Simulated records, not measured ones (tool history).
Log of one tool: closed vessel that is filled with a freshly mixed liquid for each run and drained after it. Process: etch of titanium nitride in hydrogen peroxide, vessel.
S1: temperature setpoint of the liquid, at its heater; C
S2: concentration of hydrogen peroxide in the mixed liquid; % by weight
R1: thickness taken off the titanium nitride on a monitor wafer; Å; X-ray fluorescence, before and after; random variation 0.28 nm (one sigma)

Run 1, hour 0.0: S1 55.0 C, S2 20.5 % by weight, time in the liquid (s) 515. Result: R1 313.43 Å.
Run 2, hour 9.2: S1 58.0 C, S2 20.5 % by weight, time in the liquid (s) 515. Result: R1 386.94 Å.
Run 3, hour 15.6: S1 58.0 C, S2 20.5 % by weight, time in the liquid (s) 410. Result: R1 307.19 Å.
Run 4, hour 23.5: S1 58.0 C, S2 19.0 % by weight, time in the liquid (s) 410. Result: R1 304.24 Å.
Run 5, hour 31.1: S1 53.0 C, S2 19.0 % by weight, time in the liquid (s) 410. Result: R1 214.36 Å.
Run 6, hour 35.9: S1 53.0 C, S2 19.0 % by weight, time in the liquid (s) 410. Result: R1 214.69 Å.
Run 7, hour 44.1: S1 57.5 C, S2 20.5 % by weight, time in the liquid (s) 410. Result: R1 298.93 Å.
Run 8, hour 52.9: S1 57.5 C, S2 20.5 % by weight, time in the liquid (s) 410. Result: R1 299.97 Å.
Run 9, hour 59.8: S1 60.5 C, S2 23.0 % by weight, time in the liquid (s) 415. Result: R1 381.17 Å.
Run 10, hour 64.0: S1 62.5 C, S2 24.5 % by weight, time in the liquid (s) 430. Result: R1 457.70 Å.
Run 11, hour 67.3: S1 63.5 C, S2 26.0 % by weight, time in the liquid (s) 435. Result: R1 500.82 Å.
Run 12, hour 72.7: S1 64.5 C, S2 27.0 % by weight, time in the liquid (s) 440. Result: R1 542.95 Å.

Forecast run 13:
Run 13, hour 77.8: S1 66.0 C, S2 29.0 % by weight, time in the liquid (s) 455. Result: R1 ?.

Run 13 gave R1 634.59 Å.
